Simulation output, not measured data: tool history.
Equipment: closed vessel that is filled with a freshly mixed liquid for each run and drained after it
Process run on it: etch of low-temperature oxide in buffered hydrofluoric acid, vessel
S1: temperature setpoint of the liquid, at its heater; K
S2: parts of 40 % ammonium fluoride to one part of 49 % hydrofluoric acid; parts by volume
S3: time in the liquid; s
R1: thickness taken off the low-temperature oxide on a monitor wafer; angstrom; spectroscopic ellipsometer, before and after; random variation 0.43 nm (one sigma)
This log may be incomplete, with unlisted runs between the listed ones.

run  hour      S1    S2  S3      R1
  1     0  297.15  19.5  30  972.65
  2   6.9  295.15  20.5  30  830.56
  3  15.7  293.65    21  30  755.02
  4  19.7  292.65  21.5  30  705.27
  5  26.7  292.15    22  30  666.45
  6  33.4  291.65  22.5  30  638.25

Run 7, settings as shown, results not yet in. Your forecast:
  7    35  291.15  22.5  30   ?

R1: 630.22 angstrom

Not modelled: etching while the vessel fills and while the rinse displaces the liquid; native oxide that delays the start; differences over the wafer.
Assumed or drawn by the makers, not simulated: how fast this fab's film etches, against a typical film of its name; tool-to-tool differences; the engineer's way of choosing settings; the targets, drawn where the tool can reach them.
